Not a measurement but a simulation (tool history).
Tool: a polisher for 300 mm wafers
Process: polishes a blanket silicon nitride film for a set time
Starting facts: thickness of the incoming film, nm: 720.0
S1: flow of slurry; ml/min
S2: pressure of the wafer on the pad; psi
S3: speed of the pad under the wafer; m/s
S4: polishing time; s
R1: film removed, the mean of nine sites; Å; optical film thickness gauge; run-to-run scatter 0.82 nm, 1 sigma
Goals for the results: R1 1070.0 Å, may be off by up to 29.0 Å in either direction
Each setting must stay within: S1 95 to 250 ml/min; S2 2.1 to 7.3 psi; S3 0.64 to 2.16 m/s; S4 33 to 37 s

Run 1, hour 0.0: S1 160 ml/min, S2 4.7 psi, S3 1.40 m/s, S4 37 s. Result: R1 1117.7 Å.
Run 2, hour 1.0: S1 155 ml/min, S2 4.7 psi, S3 1.40 m/s, S4 37 s. Result: R1 1114.3 Å.
Run 3, hour 4.8: S1 155 ml/min, S2 4.7 psi, S3 1.56 m/s, S4 37 s. Result: R1 1211.0 Å.
Run 4, hour 10.7: S1 145 ml/min, S2 4.5 psi, S3 1.56 m/s, S4 37 s. Result: R1 1145.3 Å.
Run 5, hour 13.1: S1 145 ml/min, S2 4.5 psi, S3 1.56 m/s, S4 37 s. Result: R1 1153.3 Å.
Run 6, hour 20.0: S1 140 ml/min, S2 4.4 psi, S3 1.56 m/s, S4 37 s. Result: R1 1120.8 Å.
Run 7, hour 25.5: S1 135 ml/min, S2 4.4 psi, S3 1.56 m/s, S4 37 s. Result: R1 1108.5 Å.
Run 8, hour 32.3: S1 130 ml/min, S2 4.4 psi, S3 1.56 m/s, S4 37 s. Result: R1 1109.8 Å.

Of the 5 settings listed for the next run, only one would bring every result within its allowed miss of target. Which one?
Run A, hour 39.1: S1 155 ml/min, S2 3.6 psi, S3 1.70 m/s, S4 36 s. Result: R1 ?.
Run B, hour 39.1: S1 135 ml/min, S2 4.2 psi, S3 1.70 m/s, S4 37 s. Result: R1 ?.
Run C, hour 39.1: S1 120 ml/min, S2 4.7 psi, S3 1.60 m/s, S4 37 s. Result: R1 ?.
Run D, hour 39.1: S1 145 ml/min, S2 4.1 psi, S3 1.60 m/s, S4 34 s. Result: R1 ?.
Run E, hour 39.1: S1 115 ml/min, S2 4.6 psi, S3 1.64 m/s, S4 34 s. Result: R1 ?.

move      R1
   A  1026.9
   B  1150.8
   C  1162.6
   D  1004.2
   E  1060.0
A: takes the biggest miss from the last run beyond its target
B: its largest miss is bigger than the last run's
C: its largest miss is bigger than the last run's
D: takes the biggest miss from the last run beyond its target
E: in spec on every target
Move E is the one to make.
